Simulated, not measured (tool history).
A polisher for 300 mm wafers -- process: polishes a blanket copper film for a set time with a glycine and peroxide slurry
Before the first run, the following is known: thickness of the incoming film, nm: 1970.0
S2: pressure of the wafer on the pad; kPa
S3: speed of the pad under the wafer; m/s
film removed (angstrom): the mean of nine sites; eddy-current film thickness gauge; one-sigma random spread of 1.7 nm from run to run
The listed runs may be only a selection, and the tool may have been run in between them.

{"run": 1, "hour": 0.0, "flow of slurry (ml/min)": 150, "S2": 14.5, "S3": 0.9, "polishing time (s)": 35, "film removed (angstrom)": 1306.7}
{"run": 2, "hour": 5.0, "flow of slurry (ml/min)": 155, "S2": 15.9, "S3": 0.92, "polishing time (s)": 35, "film removed (angstrom)": 1397.2}
{"run": 3, "hour": 6.2, "flow of slurry (ml/min)": 155, "S2": 16.5, "S3": 0.96, "polishing time (s)": 35, "film removed (angstrom)": 1516.0}
{"run": 4, "hour": 12.1, "flow of slurry (ml/min)": 155, "S2": 17.2, "S3": 0.98, "polishing time (s)": 35, "film removed (angstrom)": 1598.3}
{"hour": 12.9, "done": "worn pad replaced by a new one"}
{"run": 5, "hour": 12.9, "flow of slurry (ml/min)": 155, "S2": 17.9, "S3": 1.0, "polishing time (s)": 35, "film removed (angstrom)": 1846.4}
{"run": 6, "hour": 14.5, "flow of slurry (ml/min)": 155, "S2": 18.6, "S3": 1.0, "polishing time (s)": 35, "film removed (angstrom)": 1917.0}
{"run": 7, "hour": 18.8, "flow of slurry (ml/min)": 155, "S2": 20.0, "S3": 1.0, "polishing time (s)": 35, "film removed (angstrom)": 1994.4}

For run 8, what comes out?
{"run": 8, "hour": 22.9, "flow of slurry (ml/min)": 160, "S2": 21.4, "S3": 1.0, "polishing time (s)": 35, "film removed (angstrom)": "?"}

film removed (angstrom): 2118.3
